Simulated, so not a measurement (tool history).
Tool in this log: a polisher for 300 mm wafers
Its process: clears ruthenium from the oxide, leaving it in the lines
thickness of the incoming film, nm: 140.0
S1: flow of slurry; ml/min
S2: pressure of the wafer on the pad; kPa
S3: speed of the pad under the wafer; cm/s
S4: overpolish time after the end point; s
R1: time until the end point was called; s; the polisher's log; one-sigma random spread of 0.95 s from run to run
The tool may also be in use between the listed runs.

run 1 hour=0 | S1=195 S2=19.3 S3=122 S4=4 | R1=88.323
run 2 hour=2.4 | S1=195 S2=20 S3=122 S4=4 | R1=83.786
run 3 hour=11 | S1=195 S2=20.7 S3=122 S4=4 | R1=83.529
run 4 hour=18.6 | S1=245 S2=20.7 S3=122 S4=4 | R1=81.266
run 5 hour=24.1 | S1=245 S2=21.4 S3=122 S4=4 | R1=79.49
run 6 hour=26.1 | S1=245 S2=18.6 S3=122 S4=4 | R1=91.346
run 7 hour=31.8 | S1=245 S2=19.3 S3=122 S4=4 | R1=86.601
run 8 hour=39.1 | S1=245 S2=20 S3=122 S4=4 | R1=82.84
run 9 hour=45.6 | S1=245 S2=20.7 S3=122 S4=4 | R1=80.793
run 10 hour=46.2 | S1=245 S2=20.7 S3=122 S4=4 | R1=82.05

Run 11 is up next; what results do you expect?
-- hour=49.1 worn pad replaced by a new one
run 11 hour=49.1 | S1=245 S2=21.4 S3=122 S4=4 | R1=?

Logged for run 11: R1 70.847 s.
